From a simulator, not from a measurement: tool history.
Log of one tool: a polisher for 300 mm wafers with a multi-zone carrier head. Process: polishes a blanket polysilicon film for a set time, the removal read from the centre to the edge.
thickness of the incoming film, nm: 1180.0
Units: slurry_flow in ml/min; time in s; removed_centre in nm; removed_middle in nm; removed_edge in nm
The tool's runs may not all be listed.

{"run": 1, "hour": 0.0, "slurry_flow": 175, "centre_zone": 1.0, "middle_zone": 1.0, "edge_zone": 1.0, "time": 32, "removed_centre": 292.77, "removed_middle": 281.87, "removed_edge": 286.07}
{"run": 2, "hour": 5.4, "slurry_flow": 155, "centre_zone": 1.0, "middle_zone": 1.0, "edge_zone": 1.0, "time": 32, "removed_centre": 283.08, "removed_middle": 277.91, "removed_edge": 282.98}
{"run": 3, "hour": 10.2, "slurry_flow": 155, "centre_zone": 0.94, "middle_zone": 1.0, "edge_zone": 1.0, "time": 32, "removed_centre": 270.8, "removed_middle": 284.09, "removed_edge": 282.67}
{"run": 4, "hour": 11.0, "slurry_flow": 165, "centre_zone": 0.96, "middle_zone": 0.98, "edge_zone": 1.04, "time": 33, "removed_centre": 286.73, "removed_middle": 281.73, "removed_edge": 292.22}
{"run": 5, "hour": 13.5, "slurry_flow": 165, "centre_zone": 0.92, "middle_zone": 0.98, "edge_zone": 1.04, "time": 33, "removed_centre": 279.36, "removed_middle": 280.98, "removed_edge": 291.32}
{"run": 6, "hour": 20.2, "slurry_flow": 165, "centre_zone": 0.92, "middle_zone": 1.04, "edge_zone": 1.04, "time": 33, "removed_centre": 281.51, "removed_middle": 300.08, "removed_edge": 298.98}
{"run": 7, "hour": 26.0, "slurry_flow": 160, "centre_zone": 0.94, "middle_zone": 1.01, "edge_zone": 1.07, "time": 35, "removed_centre": 296.64, "removed_middle": 312.38, "removed_edge": 314.2}
{"run": 8, "hour": 29.0, "slurry_flow": 175, "centre_zone": 0.93, "middle_zone": 0.97, "edge_zone": 1.1, "time": 36, "removed_centre": 313.32, "removed_middle": 318.21, "removed_edge": 336.54}

Forecast run 9:
{"run": 9, "hour": 30.4, "slurry_flow": 190, "centre_zone": 0.94, "middle_zone": 0.94, "edge_zone": 1.12, "time": 36, "removed_centre": "?", "removed_middle": "?", "removed_edge": "?"}

{"run 9": {"removed_centre": 320.51, "removed_middle": 308.39, "removed_edge": 339.42}}
